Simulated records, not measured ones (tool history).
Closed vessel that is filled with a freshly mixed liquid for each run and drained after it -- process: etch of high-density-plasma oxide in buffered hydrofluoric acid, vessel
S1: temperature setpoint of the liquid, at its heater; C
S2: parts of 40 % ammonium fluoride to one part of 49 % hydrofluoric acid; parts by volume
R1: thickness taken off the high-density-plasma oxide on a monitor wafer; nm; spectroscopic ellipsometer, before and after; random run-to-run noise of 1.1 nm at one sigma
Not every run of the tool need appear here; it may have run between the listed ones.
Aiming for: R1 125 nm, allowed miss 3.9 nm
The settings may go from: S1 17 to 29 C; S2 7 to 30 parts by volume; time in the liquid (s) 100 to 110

Run 1, hour 0: S1 21 C, S2 19 parts by volume, time in the liquid (s) 100. Result: R1 82.867 nm.
Run 2, hour 3.8: S1 21 C, S2 19 parts by volume, time in the liquid (s) 110. Result: R1 90.201 nm.
Run 3, hour 6.7: S1 21 C, S2 19 parts by volume, time in the liquid (s) 100. Result: R1 81.409 nm.
Run 4, hour 12.8: S1 22 C, S2 19 parts by volume, time in the liquid (s) 100. Result: R1 86.885 nm.
Run 5, hour 20.2: S1 22 C, S2 19 parts by volume, time in the liquid (s) 110. Result: R1 95.849 nm.
Run 6, hour 29.1: S1 20.5 C, S2 19 parts by volume, time in the liquid (s) 110. Result: R1 88.368 nm.
Run 7, hour 29.7: S1 20.5 C, S2 19 parts by volume, time in the liquid (s) 110. Result: R1 88.619 nm.
Run 8, hour 38.4: S1 21 C, S2 19 parts by volume, time in the liquid (s) 110. Result: R1 90.795 nm.
Run 9, hour 42.7: S1 21.5 C, S2 19 parts by volume, time in the liquid (s) 110. Result: R1 93.233 nm.
Run 10, hour 45.1: S1 22 C, S2 19 parts by volume, time in the liquid (s) 110. Result: R1 96.943 nm.
Run 11, hour 49.1: S1 22.5 C, S2 19 parts by volume, time in the liquid (s) 110. Result: R1 100.3 nm.
Run 12, hour 50: S1 23 C, S2 19 parts by volume, time in the liquid (s) 110. Result: R1 100.96 nm.
Run 13, hour 58.1: S1 23.5 C, S2 19 parts by volume, time in the liquid (s) 110. Result: R1 104.64 nm.
Run 14, hour 63.6: S1 24 C, S2 19 parts by volume, time in the liquid (s) 110. Result: R1 108.88 nm.
Run 15, hour 69.7: S1 24.5 C, S2 19 parts by volume, time in the liquid (s) 110. Result: R1 109.42 nm.
Run 16, hour 77.2: S1 25 C, S2 19 parts by volume, time in the liquid (s) 110. Result: R1 111.49 nm.
Run 17, hour 82.3: S1 25.5 C, S2 19 parts by volume, time in the liquid (s) 110. Result: R1 114.45 nm.

Which of these 4 next moves meets every target?
Run A, hour 87.4: S1 26 C, S2 18 parts by volume, time in the liquid (s) 110. Result: R1 ?.
Run B, hour 87.4: S1 25.5 C, S2 18.5 parts by volume, time in the liquid (s) 105. Result: R1 ?.
Run C, hour 87.4: S1 26 C, S2 18.5 parts by volume, time in the liquid (s) 105. Result: R1 ?.
Run D, hour 87.4: S1 25 C, S2 20.5 parts by volume, time in the liquid (s) 105. Result: R1 ?.

move      R1
   A  126.64
   B  114.53
   C  117.67
   D  101.48
A: in spec on every target
B: as far off as the last run
C: gains on the last run, yet a result remains outside its allowed miss
D: the biggest miss grows against the last run
A is the move that brings every result within its allowed miss.
